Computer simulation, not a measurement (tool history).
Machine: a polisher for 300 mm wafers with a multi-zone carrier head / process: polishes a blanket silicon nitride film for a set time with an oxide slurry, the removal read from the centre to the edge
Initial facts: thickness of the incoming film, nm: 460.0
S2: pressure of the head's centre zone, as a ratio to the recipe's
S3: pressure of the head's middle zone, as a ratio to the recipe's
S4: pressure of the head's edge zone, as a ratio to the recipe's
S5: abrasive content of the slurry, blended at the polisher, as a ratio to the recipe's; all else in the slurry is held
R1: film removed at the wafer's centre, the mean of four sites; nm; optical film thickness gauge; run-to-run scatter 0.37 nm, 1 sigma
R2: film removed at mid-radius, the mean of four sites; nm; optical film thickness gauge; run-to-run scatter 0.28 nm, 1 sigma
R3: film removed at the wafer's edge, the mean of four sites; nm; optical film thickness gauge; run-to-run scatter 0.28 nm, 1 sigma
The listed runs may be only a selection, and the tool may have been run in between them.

{"run": 1, "hour": 0.0, "flow of slurry (ml/min)": 145, "S2": 1.0, "S3": 1.0, "S4": 1.0, "S5": 1.0, "polishing time (s)": 64, "R1": 51.159, "R2": 51.676, "R3": 50.389}
{"run": 2, "hour": 2.7, "flow of slurry (ml/min)": 140, "S2": 1.01, "S3": 0.98, "S4": 0.96, "S5": 0.85, "polishing time (s)": 62, "R1": 45.413, "R2": 45.298, "R3": 43.819}
{"run": 3, "hour": 3.7, "flow of slurry (ml/min)": 135, "S2": 1.02, "S3": 0.95, "S4": 0.93, "S5": 0.75, "polishing time (s)": 62, "R1": 42.19, "R2": 40.082, "R3": 39.702}
{"run": 4, "hour": 6.3, "flow of slurry (ml/min)": 105, "S2": 1.02, "S3": 0.95, "S4": 0.93, "S5": 0.75, "polishing time (s)": 62, "R1": 39.184, "R2": 37.115, "R3": 37.854}
{"run": 5, "hour": 12.0, "flow of slurry (ml/min)": 85, "S2": 1.02, "S3": 0.95, "S4": 0.93, "S5": 0.75, "polishing time (s)": 62, "R1": 35.45, "R2": 34.559, "R3": 36.274}
{"run": 6, "hour": 19.6, "flow of slurry (ml/min)": 85, "S2": 1.02, "S3": 0.89, "S4": 0.93, "S5": 0.75, "polishing time (s)": 62, "R1": 35.342, "R2": 32.511, "R3": 35.887}
{"run": 7, "hour": 22.7, "flow of slurry (ml/min)": 85, "S2": 1.03, "S3": 0.9, "S4": 0.9, "S5": 0.75, "polishing time (s)": 62, "R1": 35.773, "R2": 32.931, "R3": 35.121}

For run 8, what comes out?
{"run": 8, "hour": 28.4, "flow of slurry (ml/min)": 85, "S2": 1.04, "S3": 0.9, "S4": 0.88, "S5": 0.75, "polishing time (s)": 62, "R1": "?", "R2": "?", "R3": "?"}

Run 8 measured R1 35.907 nm, R2 32.756 nm, R3 35.348 nm.

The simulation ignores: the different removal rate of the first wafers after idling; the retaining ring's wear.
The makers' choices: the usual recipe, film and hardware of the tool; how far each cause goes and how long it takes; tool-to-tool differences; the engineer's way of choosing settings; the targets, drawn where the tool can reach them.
